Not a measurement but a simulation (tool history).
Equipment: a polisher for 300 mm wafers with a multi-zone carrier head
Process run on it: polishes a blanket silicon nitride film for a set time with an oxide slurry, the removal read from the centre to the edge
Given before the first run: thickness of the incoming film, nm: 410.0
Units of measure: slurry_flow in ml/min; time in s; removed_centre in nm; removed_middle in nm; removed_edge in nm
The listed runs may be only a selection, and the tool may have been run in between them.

{"run": 1, "hour": 0.0, "slurry_flow": 260, "centre_zone": 1.0, "middle_zone": 1.0, "edge_zone": 1.0, "slurry_solids": 1.0, "time": 48, "removed_centre": 46.655, "removed_middle": 46.079, "removed_edge": 46.242}
{"run": 2, "hour": 4.0, "slurry_flow": 265, "centre_zone": 1.03, "middle_zone": 1.01, "edge_zone": 0.95, "slurry_solids": 0.85, "time": 47, "removed_centre": 43.827, "removed_middle": 42.288, "removed_edge": 40.895}
{"run": 3, "hour": 9.4, "slurry_flow": 240, "centre_zone": 1.03, "middle_zone": 1.01, "edge_zone": 0.95, "slurry_solids": 0.85, "time": 47, "removed_centre": 43.658, "removed_middle": 42.044, "removed_edge": 40.927}
{"run": 4, "hour": 17.1, "slurry_flow": 255, "centre_zone": 1.05, "middle_zone": 1.02, "edge_zone": 0.92, "slurry_solids": 0.75, "time": 46, "removed_centre": 41.139, "removed_middle": 39.398, "removed_edge": 37.955}
{"run": 5, "hour": 20.5, "slurry_flow": 255, "centre_zone": 1.05, "middle_zone": 1.02, "edge_zone": 0.92, "slurry_solids": 0.75, "time": 50, "removed_centre": 44.123, "removed_middle": 43.06, "removed_edge": 40.417}
{"run": 6, "hour": 27.7, "slurry_flow": 255, "centre_zone": 1.05, "middle_zone": 1.02, "edge_zone": 0.92, "slurry_solids": 0.75, "time": 43, "removed_centre": 38.381, "removed_middle": 36.618, "removed_edge": 34.376}
{"run": 7, "hour": 30.0, "slurry_flow": 255, "centre_zone": 1.06, "middle_zone": 1.02, "edge_zone": 0.89, "slurry_solids": 0.75, "time": 43, "removed_centre": 38.646, "removed_middle": 37.239, "removed_edge": 34.311}
{"run": 8, "hour": 38.6, "slurry_flow": 255, "centre_zone": 1.08, "middle_zone": 1.01, "edge_zone": 0.87, "slurry_solids": 0.7, "time": 43, "removed_centre": 38.523, "removed_middle": 35.013, "removed_edge": 33.031}
{"run": 9, "hour": 47.6, "slurry_flow": 255, "centre_zone": 1.09, "middle_zone": 1.02, "edge_zone": 0.85, "slurry_solids": 0.7, "time": 43, "removed_centre": 38.855, "removed_middle": 35.976, "removed_edge": 32.563}
{"run": 10, "hour": 51.3, "slurry_flow": 250, "centre_zone": 1.09, "middle_zone": 1.02, "edge_zone": 0.84, "slurry_solids": 0.7, "time": 43, "removed_centre": 38.792, "removed_middle": 34.928, "removed_edge": 32.512}
{"run": 11, "hour": 58.0, "slurry_flow": 255, "centre_zone": 1.09, "middle_zone": 1.03, "edge_zone": 0.83, "slurry_solids": 0.7, "time": 43, "removed_centre": 38.506, "removed_middle": 35.913, "removed_edge": 32.691}
{"run": 12, "hour": 60.2, "slurry_flow": 250, "centre_zone": 1.1, "middle_zone": 1.04, "edge_zone": 0.82, "slurry_solids": 0.7, "time": 43, "removed_centre": 38.535, "removed_middle": 35.833, "removed_edge": 32.453}
{"run": 13, "hour": 68.8, "slurry_flow": 255, "centre_zone": 1.11, "middle_zone": 1.04, "edge_zone": 0.82, "slurry_solids": 0.7, "time": 43, "removed_centre": 39.648, "removed_middle": 35.77, "removed_edge": 32.364}
{"run": 14, "hour": 75.9, "slurry_flow": 250, "centre_zone": 1.11, "middle_zone": 1.04, "edge_zone": 0.82, "slurry_solids": 0.7, "time": 43, "removed_centre": 39.281, "removed_middle": 36.207, "removed_edge": 31.886}

For run 15, what comes out?
{"run": 15, "hour": 83.0, "slurry_flow": 240, "centre_zone": 1.11, "middle_zone": 1.04, "edge_zone": 0.82, "slurry_solids": 0.7, "time": 43, "removed_centre": "?", "removed_middle": "?", "removed_edge": "?"}

Run 15 gave removed_centre 38.969 nm, removed_middle 35.984 nm, removed_edge 32.022 nm.

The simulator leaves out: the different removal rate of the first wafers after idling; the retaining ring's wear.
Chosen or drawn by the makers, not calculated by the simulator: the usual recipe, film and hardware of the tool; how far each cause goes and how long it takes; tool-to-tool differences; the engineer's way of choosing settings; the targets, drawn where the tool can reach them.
